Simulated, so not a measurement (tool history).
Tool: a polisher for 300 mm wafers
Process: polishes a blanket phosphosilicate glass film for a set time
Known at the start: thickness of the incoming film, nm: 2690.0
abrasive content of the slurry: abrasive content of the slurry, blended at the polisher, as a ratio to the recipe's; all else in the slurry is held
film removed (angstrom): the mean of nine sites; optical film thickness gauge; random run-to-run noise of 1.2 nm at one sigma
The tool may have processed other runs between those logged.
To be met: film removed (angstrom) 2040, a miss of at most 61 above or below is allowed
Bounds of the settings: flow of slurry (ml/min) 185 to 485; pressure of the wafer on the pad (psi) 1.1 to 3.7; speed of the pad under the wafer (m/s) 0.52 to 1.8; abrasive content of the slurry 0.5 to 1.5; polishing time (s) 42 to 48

| run | hour | flow of slurry (ml/min) | pressure of the wafer on the pad (psi) | speed of the pad under the wafer (m/s) | abrasive content of the slurry | polishing time (s) | film removed (angstrom) |
|---|---|---|---|---|---|---|---|
| 1 | 0 | 310 | 2.4 | 1.16 | 1 | 48 | 3386.5 |
| 2 | 7.6 | 270 | 2.4 | 1.16 | 1 | 48 | 3339.8 |
| 3 | 13.6 | 270 | 2.4 | 1.02 | 1 | 48 | 3016.6 |
| 4 | 18 | 270 | 2.4 | 1.02 | 1 | 42 | 2627.7 |
| 5 | 22.8 | 265 | 2.3 | 1.02 | 1 | 42 | 2542.1 |
| 6 | 29.6 | 265 | 2.3 | 1.02 | 1.15 | 42 | 2738 |
| 7 | 33.7 | 260 | 2.2 | 1.02 | 1.15 | 42 | 2609.7 |
| 8 | 35.2 | 255 | 2.1 | 1.02 | 1.15 | 42 | 2516.3 |
| 9 | 42.6 | 255 | 2 | 1.02 | 1.15 | 42 | 2446.2 |
| 10 | 46.1 | 255 | 1.9 | 1.02 | 1.15 | 42 | 2327.5 |
| 11 | 52.2 | 245 | 1.7 | 1.02 | 1.15 | 42 | 2119.2 |

Below are 4 possible settings for the next run. Only one of them brings all results inside the allowed miss of their targets. Which is it?
| A | 58.3 | 195 | 1.5 | 1.1 | 1.3 | 44 | ? |
| B | 58.3 | 210 | 1.8 | 0.9 | 1 | 46 | ? |
| C | 58.3 | 185 | 1.5 | 0.98 | 1.15 | 44 | ? |
| D | 58.3 | 330 | 1.1 | 1.26 | 1.25 | 42 | ? |

| move | film removed (angstrom) |
|---|---|
| A | 2228.9 |
| B | 2019 |
| C | 1913.3 |
| D | 1910.7 |
A: further off than the last run
B: every result within its allowed miss
C: takes the biggest miss from the last run beyond its target
D: takes the biggest miss from the last run beyond its target
Correct choice: B, which meets every target
